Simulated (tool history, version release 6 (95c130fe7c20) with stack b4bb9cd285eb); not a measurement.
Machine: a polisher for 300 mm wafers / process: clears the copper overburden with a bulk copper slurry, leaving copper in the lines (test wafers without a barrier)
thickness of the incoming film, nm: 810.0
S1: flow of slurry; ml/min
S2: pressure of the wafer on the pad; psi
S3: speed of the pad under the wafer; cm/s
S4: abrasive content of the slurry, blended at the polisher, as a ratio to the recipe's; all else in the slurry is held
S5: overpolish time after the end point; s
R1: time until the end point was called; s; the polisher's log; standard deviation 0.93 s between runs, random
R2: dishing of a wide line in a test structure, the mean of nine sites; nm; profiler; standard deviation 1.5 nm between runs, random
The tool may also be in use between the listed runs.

run    day   S1   S2   S3    S4  S5      R1      R2
  1      0  180  2.8  114     1  26  74.288  95.889
  2  0.292  180  2.6  116     1  24  78.316  90.408
  3  0.383  180  2.6  116     1  32  78.594  93.174
  4  0.712  140  2.6  116     1  32  83.109  93.558
  5  1.083  140  2.6  116     1  39  82.515  95.951
  6  1.254  140  2.6  142     1  39  67.625  95.838
  7  1.567  130  1.8  146  0.95  26  97.914  72.212
  8  1.925  130  1.8  148  0.95  24  96.315  76.937
  9  2.062  140  1.7  152   0.9  22  96.194  70.479

What will run 10 give?
 10  2.229  145  1.7  152  0.85  20   ?   ?

R1: 97.292 s
R2: 67.77 nm
